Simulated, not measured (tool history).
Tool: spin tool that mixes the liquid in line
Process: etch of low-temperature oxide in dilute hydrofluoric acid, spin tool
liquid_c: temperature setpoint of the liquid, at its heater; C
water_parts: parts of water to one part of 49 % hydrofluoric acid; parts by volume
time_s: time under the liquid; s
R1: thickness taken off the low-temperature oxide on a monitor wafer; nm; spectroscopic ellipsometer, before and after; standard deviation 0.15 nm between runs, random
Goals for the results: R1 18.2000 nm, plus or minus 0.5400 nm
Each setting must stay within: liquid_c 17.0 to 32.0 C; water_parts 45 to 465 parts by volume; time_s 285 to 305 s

{"run": 1, "hour": 0.0, "liquid_c": 24.0, "water_parts": 255, "time_s": 285, "R1": 13.751}
{"run": 2, "hour": 4.5, "liquid_c": 21.0, "water_parts": 255, "time_s": 285, "R1": 12.536}
{"run": 3, "hour": 8.7, "liquid_c": 22.0, "water_parts": 255, "time_s": 285, "R1": 12.919}
{"run": 4, "hour": 11.3, "liquid_c": 22.0, "water_parts": 340, "time_s": 285, "R1": 8.9475}
{"run": 5, "hour": 14.4, "liquid_c": 22.0, "water_parts": 260, "time_s": 285, "R1": 12.402}
{"run": 6, "hour": 22.7, "liquid_c": 22.0, "water_parts": 335, "time_s": 285, "R1": 9.0514}
{"run": 7, "hour": 29.7, "liquid_c": 23.0, "water_parts": 325, "time_s": 285, "R1": 9.9277}
{"hour": 31.3, "done": "thermometer replaced"}
{"run": 8, "hour": 31.3, "liquid_c": 27.0, "water_parts": 255, "time_s": 285, "R1": 16.306}

5 candidate next runs follow, results not yet known. Just one meets every target within its allowed miss. Identify it.
{"run": "A", "hour": 32.9, "liquid_c": 28.0, "water_parts": 220, "time_s": 285, "R1": "?"}
{"run": "B", "hour": 32.9, "liquid_c": 26.0, "water_parts": 235, "time_s": 285, "R1": "?"}
{"run": "C", "hour": 32.9, "liquid_c": 27.5, "water_parts": 290, "time_s": 285, "R1": "?"}
{"run": "D", "hour": 32.9, "liquid_c": 24.5, "water_parts": 215, "time_s": 285, "R1": "?"}
{"run": "E", "hour": 32.9, "liquid_c": 30.5, "water_parts": 285, "time_s": 305, "R1": "?"}

move=A R1=20.0170
move=B R1=17.1810
move=C R1=13.8220
move=D R1=18.1830
move=E R1=16.7030
A: takes the result that was furthest off past its target
B: an improvement on the last run, though not all results are within tolerance
C: moves away from the targets compared with the last run
D: in spec on every target
E: an improvement on the last run, though not all results are within tolerance
D is the move that brings every result within its allowed miss.
